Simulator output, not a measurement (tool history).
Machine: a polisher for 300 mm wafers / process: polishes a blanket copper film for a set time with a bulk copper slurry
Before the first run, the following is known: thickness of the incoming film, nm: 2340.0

run  hour  flow of slurry (ml/min)  pressure of the wafer on the pad (kPa)  speed of the pad under the wafer (cm/s)  abrasive content of the slurry  polishing time (s)  film removed (Å)
  1     0                      165                                    17.9                                      142                               1                  43            5356.5
  2   6.1                      165                                    14.5                                      142                               1                  43            4520.4
  3  10.5                      165                                    14.5                                      164                               1                  43            5354.6
  4  18.8                      165                                    15.2                                      164                               1                  43            5473.8
  5  20.3                      165                                    15.2                                      164                               1                  39            4927.9
  6  28.1                      165                                    15.2                                      190                               1                  39            5849.6

Run 7 has not been measured yet. What should we expect?
  7  31.1                      175                                    16.5                                      190                               1                  39                 ?

Logged for run 7: film removed (Å) 6048.

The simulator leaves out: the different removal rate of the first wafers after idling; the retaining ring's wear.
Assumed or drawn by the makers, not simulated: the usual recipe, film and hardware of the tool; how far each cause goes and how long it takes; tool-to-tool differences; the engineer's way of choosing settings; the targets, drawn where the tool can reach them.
